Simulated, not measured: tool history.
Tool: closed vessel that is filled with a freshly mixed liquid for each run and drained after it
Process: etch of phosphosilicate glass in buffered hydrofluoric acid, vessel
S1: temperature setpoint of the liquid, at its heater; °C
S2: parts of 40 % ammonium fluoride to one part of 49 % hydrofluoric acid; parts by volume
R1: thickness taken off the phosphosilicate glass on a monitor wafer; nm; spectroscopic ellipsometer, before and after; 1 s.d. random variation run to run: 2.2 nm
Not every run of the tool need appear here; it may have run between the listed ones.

Run 1, day 0.000: S1 22.0 °C, S2 14 parts by volume, time in the liquid (s) 105. Result: R1 219.67 nm.
Run 2, day 0.254: S1 23.5 °C, S2 14 parts by volume, time in the liquid (s) 105. Result: R1 237.25 nm.
Run 3, day 0.512: S1 23.5 °C, S2 14 parts by volume, time in the liquid (s) 115. Result: R1 259.10 nm.
Run 4, day 0.854: S1 23.5 °C, S2 14 parts by volume, time in the liquid (s) 105. Result: R1 234.86 nm.
Run 5, day 1.079: S1 24.5 °C, S2 14 parts by volume, time in the liquid (s) 105. Result: R1 247.11 nm.
Run 6, day 1.150: S1 21.0 °C, S2 14 parts by volume, time in the liquid (s) 105. Result: R1 205.68 nm.
Run 7, day 1.412: S1 23.0 °C, S2 14 parts by volume, time in the liquid (s) 105. Result: R1 228.52 nm.
Run 8, day 1.696: S1 24.5 °C, S2 14 parts by volume, time in the liquid (s) 105. Result: R1 252.69 nm.
Run 9, day 2.054: S1 25.0 °C, S2 14 parts by volume, time in the liquid (s) 105. Result: R1 257.11 nm.
Run 10, day 2.350: S1 25.5 °C, S2 14 parts by volume, time in the liquid (s) 105. Result: R1 266.45 nm.

The next listed run, before its measurement:
Run 11, day 2.725: S1 26.0 °C, S2 14 parts by volume, time in the liquid (s) 105. Result: R1 ?.

{"run 11": {"R1": 271.86}}

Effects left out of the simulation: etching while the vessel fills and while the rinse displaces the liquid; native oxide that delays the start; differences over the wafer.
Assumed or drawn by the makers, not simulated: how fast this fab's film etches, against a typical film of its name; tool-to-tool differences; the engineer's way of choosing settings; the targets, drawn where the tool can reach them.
